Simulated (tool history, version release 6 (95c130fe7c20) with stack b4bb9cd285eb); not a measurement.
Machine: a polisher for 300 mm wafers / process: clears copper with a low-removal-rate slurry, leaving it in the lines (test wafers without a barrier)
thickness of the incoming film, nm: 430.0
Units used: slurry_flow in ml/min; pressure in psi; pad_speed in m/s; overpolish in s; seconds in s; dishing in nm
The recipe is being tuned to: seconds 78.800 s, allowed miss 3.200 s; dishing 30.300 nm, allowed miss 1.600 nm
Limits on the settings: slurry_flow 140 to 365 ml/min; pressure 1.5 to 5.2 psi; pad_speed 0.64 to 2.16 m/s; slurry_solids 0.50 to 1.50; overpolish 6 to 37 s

{"run": 1, "hour": 0.0, "slurry_flow": 235, "pressure": 3.3, "pad_speed": 1.4, "slurry_solids": 1.0, "overpolish": 19, "seconds": 123.44, "dishing": 56.99}
{"run": 2, "hour": 6.2, "slurry_flow": 235, "pressure": 3.3, "pad_speed": 1.52, "slurry_solids": 1.0, "overpolish": 16, "seconds": 110.67, "dishing": 53.488}
{"run": 3, "hour": 11.6, "slurry_flow": 235, "pressure": 3.3, "pad_speed": 1.52, "slurry_solids": 1.0, "overpolish": 19, "seconds": 110.94, "dishing": 60.625}
{"run": 4, "hour": 15.3, "slurry_flow": 230, "pressure": 3.0, "pad_speed": 1.68, "slurry_solids": 1.05, "overpolish": 16, "seconds": 111.2, "dishing": 52.251}
{"run": 5, "hour": 23.2, "slurry_flow": 230, "pressure": 3.0, "pad_speed": 1.86, "slurry_solids": 1.05, "overpolish": 16, "seconds": 99.063, "dishing": 58.258}
{"hour": 28.4, "done": "worn pad replaced by a new one"}
{"run": 6, "hour": 28.4, "slurry_flow": 235, "pressure": 2.9, "pad_speed": 1.94, "slurry_solids": 1.15, "overpolish": 13, "seconds": 92.377, "dishing": 52.874}
{"run": 7, "hour": 34.4, "slurry_flow": 270, "pressure": 2.6, "pad_speed": 2.0, "slurry_solids": 1.25, "overpolish": 11, "seconds": 95.235, "dishing": 44.854}
{"run": 8, "hour": 41.9, "slurry_flow": 295, "pressure": 2.5, "pad_speed": 2.04, "slurry_solids": 1.3, "overpolish": 10, "seconds": 93.388, "dishing": 41.147}
{"run": 9, "hour": 48.6, "slurry_flow": 315, "pressure": 2.5, "pad_speed": 2.08, "slurry_solids": 1.35, "overpolish": 9, "seconds": 90.523, "dishing": 37.976}
{"run": 10, "hour": 50.7, "slurry_flow": 330, "pressure": 2.5, "pad_speed": 2.08, "slurry_solids": 1.4, "overpolish": 8, "seconds": 87.225, "dishing": 34.493}

Exactly one of the 4 candidate moves below puts every result within its allowed miss. Which one?
{"run": "A", "hour": 52.8, "slurry_flow": 365, "pressure": 3.1, "pad_speed": 2.16, "slurry_solids": 1.35, "overpolish": 6, "seconds": "?", "dishing": "?"}
{"run": "B", "hour": 52.8, "slurry_flow": 335, "pressure": 2.8, "pad_speed": 1.94, "slurry_solids": 1.45, "overpolish": 6, "seconds": "?", "dishing": "?"}
{"run": "C", "hour": 52.8, "slurry_flow": 230, "pressure": 3.0, "pad_speed": 2.16, "slurry_solids": 1.2, "overpolish": 6, "seconds": "?", "dishing": "?"}
{"run": "D", "hour": 52.8, "slurry_flow": 345, "pressure": 2.6, "pad_speed": 1.96, "slurry_solids": 1.45, "overpolish": 7, "seconds": "?", "dishing": "?"}

move=A seconds=68.424 dishing=33.890
move=B seconds=82.665 dishing=28.375
move=C seconds=76.483 dishing=30.557
move=D seconds=87.690 dishing=30.902
A: pushes the last run's worst result past its target
B: moves toward the targets from the last run without getting all of them in spec
C: each result inside its tolerance
D: misses by more than the last run did
Answer: C
